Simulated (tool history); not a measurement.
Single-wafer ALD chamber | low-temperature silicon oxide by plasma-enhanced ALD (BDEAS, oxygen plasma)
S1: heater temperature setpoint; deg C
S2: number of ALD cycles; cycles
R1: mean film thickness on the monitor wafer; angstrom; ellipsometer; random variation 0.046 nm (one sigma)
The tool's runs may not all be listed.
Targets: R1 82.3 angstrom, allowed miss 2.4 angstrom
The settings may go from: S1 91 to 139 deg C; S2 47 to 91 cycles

| run | day | S1 | S2 | R1 |
|---|---|---|---|---|
| 1 | 0 | 115 | 69 | 93.766 |
| 2 | 0.096 | 110 | 69 | 94.703 |
| 3 | 0.3 | 110 | 68 | 92.221 |
| 4 | 0.333 | 110 | 67 | 92.822 |
| 5 | 0.608 | 102 | 67 | 94.233 |
| 6 | 0.742 | 96 | 67 | 96.56 |
| 7 | 0.908 | 98 | 66 | 94.53 |
| 8 | 0.971 | 100 | 65 | 91.479 |
|  | 1.092 | thermocouple changed; heater temperature recalibrated |
| 9 | 1.092 | 101 | 64 | 88.964 |
| 10 | 1.25 | 102 | 64 | 87.863 |
| 11 | 1.383 | 103 | 64 | 87.558 |

4 next moves are on the table. One of them brings every result within its allowed miss. Which?
| A | 1.517 | 109 | 61 | ? |
| B | 1.517 | 106 | 67 | ? |
| C | 1.517 | 94 | 60 | ? |
| D | 1.517 | 93 | 64 | ? |

| move | R1 |
|---|---|
| A | 82.585 |
| B | 91.276 |
| C | 85.106 |
| D | 91.142 |
A: meets every target
B: further off than the last run
C: nearer than the last run, and not there yet
D: further off than the last run
Move A is the one to make.

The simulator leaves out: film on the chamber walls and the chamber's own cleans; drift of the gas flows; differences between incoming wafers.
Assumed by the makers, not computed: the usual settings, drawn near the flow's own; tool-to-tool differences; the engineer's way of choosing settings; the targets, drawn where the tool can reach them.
